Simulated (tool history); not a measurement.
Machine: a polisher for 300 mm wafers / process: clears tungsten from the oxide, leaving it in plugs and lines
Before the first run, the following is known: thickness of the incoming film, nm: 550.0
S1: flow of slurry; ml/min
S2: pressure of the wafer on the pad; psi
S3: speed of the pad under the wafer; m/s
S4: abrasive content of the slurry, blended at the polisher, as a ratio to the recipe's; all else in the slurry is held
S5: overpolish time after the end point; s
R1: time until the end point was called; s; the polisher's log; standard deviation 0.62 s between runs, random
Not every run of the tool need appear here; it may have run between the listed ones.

{"run": 1, "day": 0.0, "S1": 130, "S2": 3.7, "S3": 1.34, "S4": 1.0, "S5": 10, "R1": 73.113}
{"run": 2, "day": 0.254, "S1": 130, "S2": 3.1, "S3": 1.34, "S4": 1.0, "S5": 10, "R1": 86.292}
{"run": 3, "day": 0.562, "S1": 130, "S2": 3.1, "S3": 1.68, "S4": 1.0, "S5": 10, "R1": 73.361}
{"run": 4, "day": 0.596, "S1": 130, "S2": 3.1, "S3": 1.88, "S4": 1.0, "S5": 10, "R1": 67.678}
{"run": 5, "day": 0.762, "S1": 130, "S2": 3.2, "S3": 1.88, "S4": 1.0, "S5": 10, "R1": 65.632}
{"run": 6, "day": 0.792, "S1": 130, "S2": 3.2, "S3": 2.08, "S4": 1.0, "S5": 10, "R1": 60.453}

The next listed run, before its measurement:
{"run": 7, "day": 1.054, "S1": 130, "S2": 3.2, "S3": 2.08, "S4": 1.0, "S5": 10, "R1": "?"}

R1: 60.420 s
